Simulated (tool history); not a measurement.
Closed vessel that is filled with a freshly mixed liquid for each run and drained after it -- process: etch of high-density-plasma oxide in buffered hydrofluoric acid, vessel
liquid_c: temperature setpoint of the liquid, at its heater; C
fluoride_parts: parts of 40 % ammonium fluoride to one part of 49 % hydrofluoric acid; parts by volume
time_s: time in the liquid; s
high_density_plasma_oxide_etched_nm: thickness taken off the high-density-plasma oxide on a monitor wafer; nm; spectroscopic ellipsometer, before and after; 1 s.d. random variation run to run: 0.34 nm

run	hour	liquid_c	fluoride_parts	time_s	high_density_plasma_oxide_etched_nm
1	0	22	14	35	37.075
2	3.4	20	14	35	33.606
3	11	20	14	35	33.541
4	18.7	20	11	35	41.396
5	20.4	18	11	35	37.741
6	22.2	19.5	11	35	41.075
7	28.7	20.5	11	35	43.679
8	37.4	21	11	35	44.677

Run 9 comes next. What will it give?
9	41	23.5	11	35	?

Run 9 produced high_density_plasma_oxide_etched_nm 51.795 nm.

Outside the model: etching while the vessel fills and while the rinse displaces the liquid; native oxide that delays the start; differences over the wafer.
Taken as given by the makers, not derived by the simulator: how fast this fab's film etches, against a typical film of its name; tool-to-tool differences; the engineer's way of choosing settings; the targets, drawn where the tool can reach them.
